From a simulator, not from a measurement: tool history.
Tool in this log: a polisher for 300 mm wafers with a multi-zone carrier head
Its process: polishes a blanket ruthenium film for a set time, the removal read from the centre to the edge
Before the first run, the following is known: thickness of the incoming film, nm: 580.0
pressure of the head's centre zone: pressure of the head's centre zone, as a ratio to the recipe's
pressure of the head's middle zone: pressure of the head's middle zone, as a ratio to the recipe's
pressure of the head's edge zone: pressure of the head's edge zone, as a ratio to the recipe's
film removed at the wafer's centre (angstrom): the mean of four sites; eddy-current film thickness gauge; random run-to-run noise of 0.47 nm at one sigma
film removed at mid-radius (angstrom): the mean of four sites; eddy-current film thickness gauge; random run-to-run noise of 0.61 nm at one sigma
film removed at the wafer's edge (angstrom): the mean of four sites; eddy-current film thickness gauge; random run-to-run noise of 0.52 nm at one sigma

| run | hour | flow of slurry (ml/min) | pressure of the head's centre zone | pressure of the head's middle zone | pressure of the head's edge zone | polishing time (s) | film removed at the wafer's centre (angstrom) | film removed at mid-radius (angstrom) | film removed at the wafer's edge (angstrom) |
|---|---|---|---|---|---|---|---|---|---|
| 1 | 0 | 305 | 1 | 1 | 1 | 35 | 368.39 | 357.07 | 361.79 |
| 2 | 9 | 305 | 1 | 1 | 1 | 39 | 403.9 | 403.7 | 401.87 |
| 3 | 11.5 | 305 | 1 | 1.03 | 1 | 39 | 401.86 | 414.23 | 403.68 |
| 4 | 17.1 | 305 | 0.94 | 1.03 | 1 | 39 | 384.66 | 417.58 | 405.23 |
| 5 | 18.1 | 305 | 0.94 | 1.03 | 1 | 44 | 432.87 | 471.09 | 456 |
| 6 | 20 | 305 | 0.94 | 1.03 | 0.95 | 44 | 431.56 | 478 | 456.85 |
| 7 | 21.1 | 310 | 0.97 | 1.02 | 0.95 | 44 | 443.93 | 465.91 | 444.54 |

Estimate the outcome of run 8 from the log above:
| 8 | 29.2 | 310 | 0.99 | 1.01 | 0.96 | 44 | ? | ? | ? |

Run 8 gave film removed at the wafer's centre (angstrom) 453.71, film removed at mid-radius (angstrom) 453.37, film removed at the wafer's edge (angstrom) 446.33.

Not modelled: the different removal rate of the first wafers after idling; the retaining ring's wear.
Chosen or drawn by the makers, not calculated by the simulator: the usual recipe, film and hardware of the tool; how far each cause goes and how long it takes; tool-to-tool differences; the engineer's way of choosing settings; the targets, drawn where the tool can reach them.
